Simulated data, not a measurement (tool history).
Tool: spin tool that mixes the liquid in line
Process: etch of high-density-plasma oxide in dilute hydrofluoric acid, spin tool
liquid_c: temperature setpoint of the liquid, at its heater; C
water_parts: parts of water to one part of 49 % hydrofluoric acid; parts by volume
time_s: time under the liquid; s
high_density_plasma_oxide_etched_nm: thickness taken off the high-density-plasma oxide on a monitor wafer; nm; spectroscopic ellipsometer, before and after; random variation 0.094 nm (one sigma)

run	hour	liquid_c	water_parts	time_s	high_density_plasma_oxide_etched_nm
1	0	22	170	285	16.471
2	3.5	22	120	285	24.973
3	11.1	20.5	140	285	19.674
4	16.5	20.5	140	305	20.49
5	23.4	20.5	140	305	20.662
6	28.9	20.5	115	305	26.3

Run 7 comes next. What will it give?
7	30.4	19.5	135	305	?

Run 7 gave high_density_plasma_oxide_etched_nm 20.713 nm.
